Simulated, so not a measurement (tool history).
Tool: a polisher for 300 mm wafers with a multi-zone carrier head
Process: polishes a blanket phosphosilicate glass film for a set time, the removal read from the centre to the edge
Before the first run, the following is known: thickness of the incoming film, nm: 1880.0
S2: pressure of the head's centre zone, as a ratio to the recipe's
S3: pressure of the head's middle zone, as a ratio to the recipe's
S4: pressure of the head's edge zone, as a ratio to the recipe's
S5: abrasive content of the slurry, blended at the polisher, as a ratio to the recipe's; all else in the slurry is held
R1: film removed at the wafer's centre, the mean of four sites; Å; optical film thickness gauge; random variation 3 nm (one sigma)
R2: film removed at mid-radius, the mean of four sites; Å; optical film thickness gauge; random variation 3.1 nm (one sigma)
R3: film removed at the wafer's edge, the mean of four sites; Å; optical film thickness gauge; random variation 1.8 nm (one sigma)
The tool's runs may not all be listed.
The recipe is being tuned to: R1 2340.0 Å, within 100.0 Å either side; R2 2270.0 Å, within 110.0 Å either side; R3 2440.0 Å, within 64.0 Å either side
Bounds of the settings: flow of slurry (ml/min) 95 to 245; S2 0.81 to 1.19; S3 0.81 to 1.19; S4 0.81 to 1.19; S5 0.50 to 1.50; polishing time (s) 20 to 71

Run 1, hour 0.0: flow of slurry (ml/min) 155, S2 1.00, S3 1.00, S4 1.00, S5 1.00, polishing time (s) 45. Result: R1 4491.6 Å, R2 4403.9 Å, R3 4655.7 Å.
Run 2, hour 7.6: flow of slurry (ml/min) 155, S2 1.00, S3 0.94, S4 1.00, S5 1.00, polishing time (s) 45. Result: R1 4549.3 Å, R2 4349.8 Å, R3 4639.0 Å.
Run 3, hour 10.1: flow of slurry (ml/min) 150, S2 1.00, S3 0.93, S4 0.99, S5 0.95, polishing time (s) 43. Result: R1 4204.7 Å, R2 4009.2 Å, R3 4252.4 Å.
Run 4, hour 12.6: flow of slurry (ml/min) 150, S2 1.00, S3 0.93, S4 0.99, S5 0.80, polishing time (s) 43. Result: R1 3782.6 Å, R2 3634.9 Å, R3 3969.8 Å.
Run 5, hour 18.9: flow of slurry (ml/min) 145, S2 1.00, S3 0.92, S4 0.98, S5 0.75, polishing time (s) 42. Result: R1 3661.3 Å, R2 3303.2 Å, R3 3699.0 Å.
Run 6, hour 22.3: flow of slurry (ml/min) 145, S2 0.99, S3 0.93, S4 0.96, S5 0.70, polishing time (s) 41. Result: R1 3383.4 Å, R2 3264.8 Å, R3 3507.1 Å.
Run 7, hour 23.4: flow of slurry (ml/min) 145, S2 0.99, S3 0.93, S4 0.96, S5 0.70, polishing time (s) 41. Result: R1 3385.6 Å, R2 3281.7 Å, R3 3427.3 Å.
Run 8, hour 26.2: flow of slurry (ml/min) 140, S2 0.98, S3 0.92, S4 0.96, S5 0.70, polishing time (s) 40. Result: R1 3226.5 Å, R2 3054.8 Å, R3 3399.7 Å.
At hour 31.5: edge zone pressure recalibrated.
Run 9, hour 31.5: flow of slurry (ml/min) 140, S2 0.95, S3 0.94, S4 0.86, S5 0.50, polishing time (s) 29. Result: R1 1938.8 Å, R2 1893.4 Å, R3 1857.4 Å.
Run 10, hour 37.6: flow of slurry (ml/min) 185, S2 0.99, S3 0.97, S4 0.96, S5 0.55, polishing time (s) 28. Result: R1 2083.6 Å, R2 2017.6 Å, R3 2019.0 Å.

Exercise: of the 5 proposed moves below, exactly one satisfies all targets within the stated allowed misses. Which move is it?
Run A, hour 43.7: flow of slurry (ml/min) 235, S2 1.04, S3 0.90, S4 1.04, S5 0.75, polishing time (s) 27. Result: R1 ?, R2 ?, R3 ?.
Run B, hour 43.7: flow of slurry (ml/min) 140, S2 1.10, S3 0.88, S4 1.07, S5 0.60, polishing time (s) 24. Result: R1 ?, R2 ?, R3 ?.
Run C, hour 43.7: flow of slurry (ml/min) 185, S2 1.08, S3 1.08, S4 0.90, S5 0.60, polishing time (s) 31. Result: R1 ?, R2 ?, R3 ?.
Run D, hour 43.7: flow of slurry (ml/min) 195, S2 0.95, S3 0.92, S4 1.05, S5 0.55, polishing time (s) 32. Result: R1 ?, R2 ?, R3 ?.
Run E, hour 43.7: flow of slurry (ml/min) 205, S2 0.97, S3 0.89, S4 0.98, S5 0.60, polishing time (s) 33. Result: R1 ?, R2 ?, R3 ?.

move      R1      R2      R3
   A  2568.8  2263.0  2449.5
   B  2001.2  1660.8  1879.6
   C  2642.5  2536.9  2293.8
   D  2320.0  2261.1  2435.8
   E  2575.2  2409.2  2563.6
A: corrects the largest miss of the last run, while another result sits out of spec
B: misses by more than the last run did
C: nearer the targets than the last run, but a result is still out of spec
D: every result lands within tolerance
E: carries the result that was furthest off beyond its target, to the other side
The move that meets every target is D.
